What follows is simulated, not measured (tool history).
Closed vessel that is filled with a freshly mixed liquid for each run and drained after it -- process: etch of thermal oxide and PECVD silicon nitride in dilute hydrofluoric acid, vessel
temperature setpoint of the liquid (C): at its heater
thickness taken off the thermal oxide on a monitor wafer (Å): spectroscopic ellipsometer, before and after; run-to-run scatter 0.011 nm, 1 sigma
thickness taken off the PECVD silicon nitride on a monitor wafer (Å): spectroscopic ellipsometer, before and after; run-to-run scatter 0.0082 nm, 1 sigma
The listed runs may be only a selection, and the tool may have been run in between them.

run  hour  temperature setpoint of the liquid (C)  parts of water to one part of 49 % hydrofluoric acid (parts by volume)  time in the liquid (s)  thickness taken off the thermal oxide on a monitor wafer (Å)  thickness taken off the PECVD silicon nitride on a monitor wafer (Å)
  1     0                                      24                                                                     130                     140                                                        48.942                                                                28.579
  2   6.1                                      24                                                                     130                     175                                                        61.387                                                                36.032
  3   9.7                                      23                                                                     155                     155                                                          42.6                                                                25.297
  4  15.8                                      22                                                                     175                     140                                                        32.015                                                                18.741
  5  17.6                                    21.5                                                                     190                     125                                                        25.519                                                                15.282
  6  21.1                                    21.5                                                                     190                      75                                                        15.333                                                                8.9724

Run 7, settings as shown, results not yet in. Your forecast:
  7  22.7                                    19.5                                                                     225                      80                                                             ?                                                                     ?

{"run 7": {"thickness taken off the thermal oxide on a monitor wafer (Å)": 12.122, "thickness taken off the PECVD silicon nitride on a monitor wafer (Å)": 6.9459}}
